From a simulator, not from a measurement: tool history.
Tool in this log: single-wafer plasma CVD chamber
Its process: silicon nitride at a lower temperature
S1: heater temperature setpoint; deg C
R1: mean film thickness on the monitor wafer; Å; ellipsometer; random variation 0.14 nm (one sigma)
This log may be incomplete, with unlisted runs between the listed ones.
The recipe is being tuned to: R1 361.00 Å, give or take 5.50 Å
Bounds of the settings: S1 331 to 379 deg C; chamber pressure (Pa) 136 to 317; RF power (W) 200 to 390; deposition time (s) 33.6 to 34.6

run 1 hour=0.0 | S1=355 chamber_pressure_(Pa)=227 RF_power_(W)=295 deposition_time_(s)=33.6 | R1=398.76
run 2 hour=7.3 | S1=355 chamber_pressure_(Pa)=207 RF_power_(W)=290 deposition_time_(s)=33.6 | R1=388.38
run 3 hour=12.8 | S1=355 chamber_pressure_(Pa)=207 RF_power_(W)=290 deposition_time_(s)=34.6 | R1=401.64
run 4 hour=16.4 | S1=359 chamber_pressure_(Pa)=207 RF_power_(W)=290 deposition_time_(s)=34.6 | R1=400.16
run 5 hour=19.6 | S1=359 chamber_pressure_(Pa)=207 RF_power_(W)=305 deposition_time_(s)=34.6 | R1=411.97
run 6 hour=23.9 | S1=359 chamber_pressure_(Pa)=188 RF_power_(W)=295 deposition_time_(s)=34.6 | R1=395.94
run 7 hour=30.5 | S1=359 chamber_pressure_(Pa)=175 RF_power_(W)=290 deposition_time_(s)=34.6 | R1=384.61
run 8 hour=35.5 | S1=359 chamber_pressure_(Pa)=164 RF_power_(W)=285 deposition_time_(s)=34.6 | R1=376.54
run 9 hour=36.3 | S1=359 chamber_pressure_(Pa)=156 RF_power_(W)=285 deposition_time_(s)=34.6 | R1=375.70
run 10 hour=40.4 | S1=359 chamber_pressure_(Pa)=151 RF_power_(W)=280 deposition_time_(s)=34.6 | R1=369.82
run 11 hour=44.2 | S1=359 chamber_pressure_(Pa)=147 RF_power_(W)=280 deposition_time_(s)=34.6 | R1=367.01
run 12 hour=51.4 | S1=359 chamber_pressure_(Pa)=144 RF_power_(W)=280 deposition_time_(s)=34.6 | R1=368.03

Exactly one of the 5 candidate moves below puts every result within its allowed miss. Which one?
run A hour=58.6 | S1=360 chamber_pressure_(Pa)=145 RF_power_(W)=270 deposition_time_(s)=33.6 | R1=?
run B hour=58.6 | S1=354 chamber_pressure_(Pa)=139 RF_power_(W)=290 deposition_time_(s)=34.6 | R1=?
run C hour=58.6 | S1=359 chamber_pressure_(Pa)=147 RF_power_(W)=270 deposition_time_(s)=34.6 | R1=?
run D hour=58.6 | S1=360 chamber_pressure_(Pa)=136 RF_power_(W)=260 deposition_time_(s)=34.4 | R1=?
run E hour=58.6 | S1=360 chamber_pressure_(Pa)=136 RF_power_(W)=270 deposition_time_(s)=34.1 | R1=?

move=A R1=350.61
move=B R1=373.20
move=C R1=361.70
move=D R1=347.58
move=E R1=351.86
A: takes the biggest miss from the last run beyond its target
B: the biggest miss grows against the last run
C: every result within its allowed miss
D: takes the biggest miss from the last run beyond its target
E: takes the biggest miss from the last run beyond its target
The move that meets every target is C.

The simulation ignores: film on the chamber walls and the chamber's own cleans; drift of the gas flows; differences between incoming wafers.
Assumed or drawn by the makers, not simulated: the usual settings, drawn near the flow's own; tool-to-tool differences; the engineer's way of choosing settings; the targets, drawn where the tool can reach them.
